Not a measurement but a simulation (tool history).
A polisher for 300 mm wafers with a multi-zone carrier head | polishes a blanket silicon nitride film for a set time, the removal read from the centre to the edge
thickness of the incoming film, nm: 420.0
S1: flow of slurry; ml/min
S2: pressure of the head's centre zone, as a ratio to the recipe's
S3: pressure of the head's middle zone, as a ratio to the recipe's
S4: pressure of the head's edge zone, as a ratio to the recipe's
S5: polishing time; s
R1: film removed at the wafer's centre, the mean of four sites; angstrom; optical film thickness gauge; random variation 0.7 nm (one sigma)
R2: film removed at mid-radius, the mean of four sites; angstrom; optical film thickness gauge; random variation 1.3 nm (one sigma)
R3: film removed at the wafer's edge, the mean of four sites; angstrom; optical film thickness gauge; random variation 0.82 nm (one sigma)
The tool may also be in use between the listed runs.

{"run": 1, "hour": 0.0, "S1": 145, "S2": 1, "S3": 1, "S4": 1, "S5": 58, "R1": 1296.4, "R2": 1312.4, "R3": 1358.3}
{"run": 2, "hour": 8.8, "S1": 145, "S2": 1.08, "S3": 1, "S4": 1, "S5": 58, "R1": 1384.6, "R2": 1334.7, "R3": 1358.9}
{"run": 3, "hour": 9.9, "S1": 140, "S2": 1.07, "S3": 1, "S4": 0.97, "S5": 55, "R1": 1298.2, "R2": 1235.6, "R3": 1262.8}
{"run": 4, "hour": 15.8, "S1": 140, "S2": 1.07, "S3": 0.95, "S4": 0.97, "S5": 55, "R1": 1299.2, "R2": 1189.2, "R3": 1257.7}
{"run": 5, "hour": 18.2, "S1": 140, "S2": 1.07, "S3": 0.95, "S4": 0.97, "S5": 63, "R1": 1502, "R2": 1346.2, "R3": 1447.9}
{"run": 6, "hour": 20.0, "S1": 140, "S2": 1.07, "S3": 0.95, "S4": 0.94, "S5": 63, "R1": 1486.8, "R2": 1354.9, "R3": 1407.9}
{"run": 7, "hour": 21.3, "S1": 140, "S2": 1.05, "S3": 0.95, "S4": 0.92, "S5": 59, "R1": 1384.5, "R2": 1267.2, "R3": 1332.9}
{"run": 8, "hour": 23.3, "S1": 115, "S2": 1.03, "S3": 1.05, "S4": 0.84, "S5": 43, "R1": 915.47, "R2": 934.88, "R3": 874.72}
{"run": 9, "hour": 29.4, "S1": 120, "S2": 1.03, "S3": 1.04, "S4": 0.85, "S5": 43, "R1": 925.54, "R2": 940.96, "R3": 892.2}
{"run": 10, "hour": 36.3, "S1": 125, "S2": 1.03, "S3": 1.03, "S4": 0.85, "S5": 43, "R1": 939.98, "R2": 952.48, "R3": 899.27}
{"run": 11, "hour": 44.3, "S1": 125, "S2": 1.03, "S3": 1.03, "S4": 0.85, "S5": 43, "R1": 935.37, "R2": 962.33, "R3": 906.83}

Forecast run 12:
{"run": 12, "hour": 49.2, "S1": 125, "S2": 1.03, "S3": 1.02, "S4": 0.85, "S5": 43, "R1": "?", "R2": "?", "R3": "?"}

R1: 922.7 angstrom
R2: 959.16 angstrom
R3: 895.49 angstrom
